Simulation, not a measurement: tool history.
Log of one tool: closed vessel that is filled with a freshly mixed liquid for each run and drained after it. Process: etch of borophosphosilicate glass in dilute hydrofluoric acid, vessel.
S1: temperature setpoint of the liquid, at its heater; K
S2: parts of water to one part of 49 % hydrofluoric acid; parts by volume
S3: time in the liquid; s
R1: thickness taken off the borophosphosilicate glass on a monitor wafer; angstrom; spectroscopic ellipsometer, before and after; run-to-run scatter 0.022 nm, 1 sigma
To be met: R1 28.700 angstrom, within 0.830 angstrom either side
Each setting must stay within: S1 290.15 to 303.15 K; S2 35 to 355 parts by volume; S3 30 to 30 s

{"run": 1, "day": 0.0, "S1": 295.15, "S2": 195, "S3": 30, "R1": 50.05}
{"run": 2, "day": 0.2, "S1": 295.15, "S2": 245, "S3": 30, "R1": 37.845}
{"run": 3, "day": 0.292, "S1": 295.15, "S2": 245, "S3": 30, "R1": 37.756}
{"run": 4, "day": 0.367, "S1": 295.15, "S2": 290, "S3": 30, "R1": 30.525}
{"run": 5, "day": 0.754, "S1": 292.15, "S2": 290, "S3": 30, "R1": 27.24}
{"run": 6, "day": 0.829, "S1": 295.65, "S2": 290, "S3": 30, "R1": 31.254}
{"run": 7, "day": 1.204, "S1": 295.15, "S2": 290, "S3": 30, "R1": 30.248}
{"run": 8, "day": 1.454, "S1": 294.65, "S2": 290, "S3": 30, "R1": 30.028}
{"run": 9, "day": 1.621, "S1": 294.65, "S2": 290, "S3": 30, "R1": 30.223}

Of the 4 settings listed for the next run, only one would bring every result within its allowed miss of target. Which one?
{"run": "A", "day": 1.788, "S1": 290.15, "S2": 280, "S3": 30, "R1": "?"}
{"run": "B", "day": 1.788, "S1": 297.15, "S2": 320, "S3": 30, "R1": "?"}
{"run": "C", "day": 1.788, "S1": 290.15, "S2": 245, "S3": 30, "R1": "?"}
{"run": "D", "day": 1.788, "S1": 293.15, "S2": 265, "S3": 30, "R1": "?"}

move=A R1=26.532
move=B R1=28.867
move=C R1=31.251
move=D R1=31.812
A: the result that was furthest off in the last run now lies on the other side of its target
B: every result lands within tolerance
C: further off than the last run
D: further off than the last run
Correct choice: B, which meets every target
